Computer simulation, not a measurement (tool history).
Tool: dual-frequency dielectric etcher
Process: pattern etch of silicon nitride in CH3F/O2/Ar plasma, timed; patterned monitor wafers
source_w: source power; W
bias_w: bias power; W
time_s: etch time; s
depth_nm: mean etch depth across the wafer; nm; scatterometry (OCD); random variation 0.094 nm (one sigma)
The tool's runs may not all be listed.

run,hour,source_w,bias_w,time_s,depth_nm
1,0.0,340,101,41,35.109
2,7.3,290,101,41,33.147
3,8.8,290,117,41,35.034
4,9.5,270,111,41,33.913
5,14.2,270,97,41,31.983
6,18.1,270,97,43,33.478
7,23.5,260,94,43,32.906
8,31.8,250,91,43,31.915
9,40.3,240,89,43,31.271
10,47.9,230,88,43,30.764
11,49.6,230,88,43,30.697
12,52.3,230,87,43,30.608

Run 13 comes next. What will it give?
13,57.2,230,86,43,?

{"run 13": {"depth_nm": 30.573}}

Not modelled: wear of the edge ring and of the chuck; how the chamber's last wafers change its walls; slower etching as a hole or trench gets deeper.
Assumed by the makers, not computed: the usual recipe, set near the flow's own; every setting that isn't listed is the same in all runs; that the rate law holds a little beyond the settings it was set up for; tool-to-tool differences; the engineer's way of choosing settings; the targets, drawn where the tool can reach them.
